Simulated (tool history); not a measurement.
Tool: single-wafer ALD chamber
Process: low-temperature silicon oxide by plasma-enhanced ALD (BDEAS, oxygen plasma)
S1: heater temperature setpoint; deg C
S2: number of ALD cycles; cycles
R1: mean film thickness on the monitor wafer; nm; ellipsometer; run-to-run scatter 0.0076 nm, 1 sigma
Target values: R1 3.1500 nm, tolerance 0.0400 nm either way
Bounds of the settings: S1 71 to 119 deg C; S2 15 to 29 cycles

| run | hour | S1 | S2 | R1 |
|---|---|---|---|---|
| 1 | 0.0 | 95 | 22 | 3.3462 |
| 2 | 4.9 | 95 | 19 | 2.9031 |
| 3 | 8.1 | 85 | 19 | 2.9909 |
| 4 | 16.2 | 93 | 19 | 2.9098 |
| 5 | 19.8 | 93 | 21 | 3.2292 |
| 6 | 24.1 | 84 | 21 | 3.3312 |
| 7 | 31.8 | 87 | 21 | 3.2989 |
| 8 | 35.3 | 89 | 21 | 3.2804 |
| 9 | 41.0 | 91 | 21 | 3.2523 |

Which one of the following 5 next-run settings gets every result inside its allowed miss? There is exactly one.
| A | 46.7 | 94 | 20 | ? |
| B | 46.7 | 92 | 20 | ? |
| C | 46.7 | 92 | 21 | ? |
| D | 46.7 | 93 | 21 | ? |
| E | 46.7 | 101 | 21 | ? |

| move | R1 |
|---|---|
| A | 3.0677 |
| B | 3.0886 |
| C | 3.2431 |
| D | 3.2321 |
| E | 3.1488 |
A: takes the result that was furthest off past its target
B: takes the result that was furthest off past its target
C: moves toward the targets from the last run without getting all of them in spec
D: moves toward the targets from the last run without getting all of them in spec
E: all results in spec
Go with E: it meets all targets.

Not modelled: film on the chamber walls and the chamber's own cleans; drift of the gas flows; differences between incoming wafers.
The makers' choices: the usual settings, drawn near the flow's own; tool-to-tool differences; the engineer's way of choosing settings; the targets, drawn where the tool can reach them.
